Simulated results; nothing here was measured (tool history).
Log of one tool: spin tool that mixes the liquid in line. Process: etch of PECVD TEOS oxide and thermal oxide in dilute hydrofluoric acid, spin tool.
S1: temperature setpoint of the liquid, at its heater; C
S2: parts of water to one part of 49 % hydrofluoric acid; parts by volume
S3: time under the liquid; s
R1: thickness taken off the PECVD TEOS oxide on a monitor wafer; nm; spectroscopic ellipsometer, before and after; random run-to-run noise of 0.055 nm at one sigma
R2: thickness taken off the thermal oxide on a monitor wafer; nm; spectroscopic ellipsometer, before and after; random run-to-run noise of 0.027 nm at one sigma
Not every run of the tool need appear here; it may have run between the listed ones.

run 1 day=0.000 | S1=22.0 S2=180 S3=180 | R1=8.1665 R2=3.7067
run 2 day=0.288 | S1=25.0 S2=180 S3=180 | R1=8.9492 R2=4.1439
run 3 day=0.612 | S1=25.0 S2=180 S3=255 | R1=12.6140 R2=5.9152
run 4 day=0.767 | S1=25.0 S2=180 S3=305 | R1=15.3180 R2=7.0707
run 5 day=1.079 | S1=25.0 S2=215 S3=305 | R1=12.2350 R2=5.7305
run 6 day=1.258 | S1=24.5 S2=220 S3=305 | R1=11.7640 R2=5.3474
run 7 day=1.346 | S1=24.5 S2=230 S3=305 | R1=11.0390 R2=5.1740
run 8 day=1.638 | S1=24.0 S2=235 S3=305 | R1=10.6440 R2=4.9290

The next listed run, before its measurement:
run 9 day=1.662 | S1=23.5 S2=240 S3=305 | R1=? R2=?

R1: 10.0790 nm
R2: 4.7296 nm

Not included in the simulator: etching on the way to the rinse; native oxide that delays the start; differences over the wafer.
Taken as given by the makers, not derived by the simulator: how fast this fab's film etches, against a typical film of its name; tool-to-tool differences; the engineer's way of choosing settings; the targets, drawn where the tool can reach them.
